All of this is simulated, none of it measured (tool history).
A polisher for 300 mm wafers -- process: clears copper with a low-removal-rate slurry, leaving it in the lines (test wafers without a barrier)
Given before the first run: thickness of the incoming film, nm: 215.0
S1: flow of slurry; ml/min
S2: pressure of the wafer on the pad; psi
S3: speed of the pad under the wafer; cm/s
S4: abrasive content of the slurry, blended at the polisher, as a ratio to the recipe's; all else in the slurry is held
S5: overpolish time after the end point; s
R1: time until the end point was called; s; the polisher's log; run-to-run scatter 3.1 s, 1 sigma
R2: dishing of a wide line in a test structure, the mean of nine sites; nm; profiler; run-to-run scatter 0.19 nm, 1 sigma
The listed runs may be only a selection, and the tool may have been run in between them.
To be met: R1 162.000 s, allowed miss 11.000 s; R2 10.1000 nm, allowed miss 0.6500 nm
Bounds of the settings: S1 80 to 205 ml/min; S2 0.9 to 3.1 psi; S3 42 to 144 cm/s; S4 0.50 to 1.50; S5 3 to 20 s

run 1 day=0.000 | S1=135 S2=2.0 S3=92 S4=1.00 S5=10 | R1=111.200 R2=14.5890
run 2 day=0.117 | S1=135 S2=2.0 S3=92 S4=1.00 S5=7 | R1=109.560 R2=10.2650
run 3 day=0.296 | S1=135 S2=2.0 S3=92 S4=1.00 S5=5 | R1=108.680 R2=7.6597
run 4 day=0.338 | S1=135 S2=2.3 S3=92 S4=1.00 S5=5 | R1=95.827 R2=8.9025
run 5 day=0.396 | S1=110 S2=2.3 S3=92 S4=1.00 S5=5 | R1=100.980 R2=8.0389
-- day=0.542 head pressure recalibrated
run 6 day=0.542 | S1=105 S2=2.1 S3=92 S4=1.00 S5=6 | R1=101.960 R2=10.1910
run 7 day=0.804 | S1=105 S2=2.1 S3=92 S4=1.00 S5=6 | R1=96.137 R2=9.9983
run 8 day=0.958 | S1=115 S2=1.9 S3=90 S4=1.00 S5=7 | R1=110.320 R2=10.0970
run 9 day=1.071 | S1=120 S2=1.7 S3=88 S4=1.00 S5=8 | R1=122.100 R2=10.6810
run 10 day=1.092 | S1=120 S2=1.6 S3=88 S4=1.00 S5=8 | R1=127.780 R2=10.1880
run 11 day=1.454 | S1=120 S2=1.5 S3=88 S4=1.00 S5=8 | R1=136.020 R2=9.3939
run 12 day=1.492 | S1=120 S2=1.4 S3=88 S4=1.00 S5=8 | R1=144.790 R2=9.0930
run 13 day=1.621 | S1=125 S2=1.3 S3=88 S4=1.00 S5=9 | R1=157.910 R2=9.2342

Consider the 4 candidate settings below. Which is the only one whose results all fall within their allowed miss of target?
run A day=1.750 | S1=120 S2=1.4 S3=92 S4=0.85 S5=8 | R1=? R2=?
run B day=1.750 | S1=155 S2=1.9 S3=48 S4=1.10 S5=10 | R1=? R2=?
run C day=1.750 | S1=90 S2=1.3 S3=100 S4=0.70 S5=9 | R1=? R2=?
run D day=1.750 | S1=130 S2=1.3 S3=88 S4=1.05 S5=8 | R1=? R2=?

move=A R1=144.890 R2=8.6644
move=B R1=160.250 R2=9.7806
move=C R1=161.290 R2=8.7404
move=D R1=150.550 R2=8.3439
A: further off than the last run
B: meets every target
C: further off than the last run
D: further off than the last run
The right move is B.
